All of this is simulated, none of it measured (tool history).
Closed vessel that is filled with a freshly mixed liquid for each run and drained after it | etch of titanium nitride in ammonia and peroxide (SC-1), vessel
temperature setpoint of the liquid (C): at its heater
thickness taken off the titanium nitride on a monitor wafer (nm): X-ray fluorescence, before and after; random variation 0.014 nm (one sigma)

run	day	temperature setpoint of the liquid (C)	parts of water to one part of 30 % peroxide (parts by volume)	parts of 29 % ammonia solution to one part of 30 % peroxide (parts by volume)	time in the liquid (s)	thickness taken off the titanium nitride on a monitor wafer (nm)
1	0.000	54.0	10	0.65	45	3.6873
2	0.196	54.0	10	0.85	45	3.9157
3	0.521	59.0	10	0.85	45	5.4026
4	0.771	59.0	10	0.85	45	5.4098
5	0.933	56.5	10	0.85	45	4.5525
6	1.050	54.5	10	0.85	45	3.9978
7	1.238	53.0	10	0.85	45	3.6098

Run 8 is up next; what results do you expect?
8	1.621	52.0	10	0.85	45	?

Run 8 measured thickness taken off the titanium nitride on a monitor wafer (nm) 3.3694.
